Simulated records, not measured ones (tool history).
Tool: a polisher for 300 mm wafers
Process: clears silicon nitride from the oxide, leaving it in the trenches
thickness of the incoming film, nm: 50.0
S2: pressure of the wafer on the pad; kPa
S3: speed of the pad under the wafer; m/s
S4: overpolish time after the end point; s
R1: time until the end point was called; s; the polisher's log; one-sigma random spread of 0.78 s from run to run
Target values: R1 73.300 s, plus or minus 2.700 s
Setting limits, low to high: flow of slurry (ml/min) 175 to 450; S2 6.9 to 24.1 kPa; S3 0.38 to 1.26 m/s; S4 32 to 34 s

run 1 hour=0.0 | flow_of_slurry_(ml/min)=290 S2=15.2 S3=0.82 S4=32 | R1=85.777
run 2 hour=4.0 | flow_of_slurry_(ml/min)=290 S2=15.9 S3=0.82 S4=32 | R1=81.522
run 3 hour=5.5 | flow_of_slurry_(ml/min)=240 S2=15.9 S3=0.82 S4=32 | R1=81.947
run 4 hour=10.2 | flow_of_slurry_(ml/min)=240 S2=12.4 S3=0.82 S4=32 | R1=104.800
run 5 hour=11.9 | flow_of_slurry_(ml/min)=240 S2=13.8 S3=0.82 S4=32 | R1=94.542
run 6 hour=14.5 | flow_of_slurry_(ml/min)=240 S2=16.5 S3=0.82 S4=32 | R1=78.387
run 7 hour=23.3 | flow_of_slurry_(ml/min)=240 S2=17.2 S3=0.82 S4=32 | R1=76.806
run 8 hour=26.8 | flow_of_slurry_(ml/min)=240 S2=17.2 S3=0.82 S4=32 | R1=76.784

Which one of the following 5 next-run settings gets every result inside its allowed miss? There is exactly one.
run A hour=30.3 | flow_of_slurry_(ml/min)=295 S2=17.2 S3=0.92 S4=34 | R1=?
run B hour=30.3 | flow_of_slurry_(ml/min)=205 S2=17.2 S3=0.82 S4=32 | R1=?
run C hour=30.3 | flow_of_slurry_(ml/min)=215 S2=16.5 S3=0.82 S4=32 | R1=?
run D hour=30.3 | flow_of_slurry_(ml/min)=245 S2=17.9 S3=0.82 S4=34 | R1=?
run E hour=30.3 | flow_of_slurry_(ml/min)=235 S2=19.3 S3=0.70 S4=34 | R1=?

move=A R1=66.377
move=B R1=77.061
move=C R1=79.737
move=D R1=72.719
move=E R1=79.184
A: takes the biggest miss from the last run beyond its target
B: further off than the last run
C: further off than the last run
D: in spec on every target
E: further off than the last run
The move that meets every target is D.

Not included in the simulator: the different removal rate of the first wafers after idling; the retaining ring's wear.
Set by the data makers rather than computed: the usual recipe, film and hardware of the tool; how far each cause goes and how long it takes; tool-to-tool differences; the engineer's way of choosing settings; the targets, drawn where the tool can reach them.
